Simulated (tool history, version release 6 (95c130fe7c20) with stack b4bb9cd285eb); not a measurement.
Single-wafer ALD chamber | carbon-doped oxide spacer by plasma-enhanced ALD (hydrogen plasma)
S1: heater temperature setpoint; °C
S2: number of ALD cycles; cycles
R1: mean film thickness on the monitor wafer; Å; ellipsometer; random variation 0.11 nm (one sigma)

run 1 hour=0.0 | S1=385 S2=591 | R1=298.64
run 2 hour=3.9 | S1=377 S2=591 | R1=298.69
run 3 hour=12.8 | S1=377 S2=620 | R1=312.86
run 4 hour=16.1 | S1=377 S2=564 | R1=284.93
run 5 hour=20.5 | S1=377 S2=501 | R1=252.95
run 6 hour=25.7 | S1=377 S2=553 | R1=278.97
run 7 hour=28.6 | S1=377 S2=591 | R1=299.90
run 8 hour=35.2 | S1=377 S2=617 | R1=313.90

Forecast run 9:
run 9 hour=43.7 | S1=377 S2=636 | R1=?

R1: 320.22 Å
